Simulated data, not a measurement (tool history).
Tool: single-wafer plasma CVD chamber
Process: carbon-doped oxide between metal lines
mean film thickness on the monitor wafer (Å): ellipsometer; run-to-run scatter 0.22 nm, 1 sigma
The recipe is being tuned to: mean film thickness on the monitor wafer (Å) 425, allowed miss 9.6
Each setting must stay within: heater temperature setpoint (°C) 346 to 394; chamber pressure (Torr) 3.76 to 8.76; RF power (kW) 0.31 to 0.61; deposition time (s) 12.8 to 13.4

run  hour  heater temperature setpoint (°C)  chamber pressure (Torr)  RF power (kW)  deposition time (s)  mean film thickness on the monitor wafer (Å)
  1     0                               370                     6.26           0.46                 13.4                                        596.23
  2   3.8                               370                     6.26          0.425                 13.4                                        553.27
  3   6.5                               370                     5.17          0.425                 13.4                                        544.11
  4   8.1                               371                     4.97          0.395                 13.3                                         499.5
  5   9.8                               371                     4.97          0.395                 12.8                                        483.24
  6    16                               371                     4.97          0.395                 12.8                                        481.34
  7  18.8                               373                     4.68          0.385                 12.8                                        465.45
  8  22.3                               376                     4.44           0.38                 12.8                                        449.17
  9  23.2                               378                     4.35           0.38                 12.8                                        446.37
 10  25.3                               380                     4.24           0.38                 12.8                                        443.68
 11  28.4                               380                     4.24           0.38                 12.8                                        443.43
 12  35.2                               381                     4.12           0.38                 12.8                                        440.49
 13    42                               382                     4.02           0.38                 12.8                                        439.85
 14  43.3                               383                     3.95           0.38                 12.8                                        437.71
 15  51.1                               383                     3.95           0.38                 12.8                                        441.95

Below are 5 possible settings for the next run. Only one of them brings all results inside the allowed miss of their targets. Which is it?
  A  58.9                               383                     5.67           0.32                 13.2                                             ?
  B  58.9                               376                     3.76           0.35                 12.8                                             ?
  C  58.9                               386                     4.07          0.345                 12.8                                             ?
  D  58.9                               390                     3.88          0.355                 13.4                                             ?
  E  58.9                               380                     3.76          0.355                 12.8                                             ?

move  mean film thickness on the monitor wafer (Å)
   A                                        409.54
   B                                        409.15
   C                                        400.49
   D                                        423.72
   E                                         410.9
A: moves the result that the last run missed by most past its target, out the other side
B: moves the result that the last run missed by most past its target, out the other side
C: moves the result that the last run missed by most past its target, out the other side
D: all results in spec
E: moves the result that the last run missed by most past its target, out the other side
The move that meets every target is D.
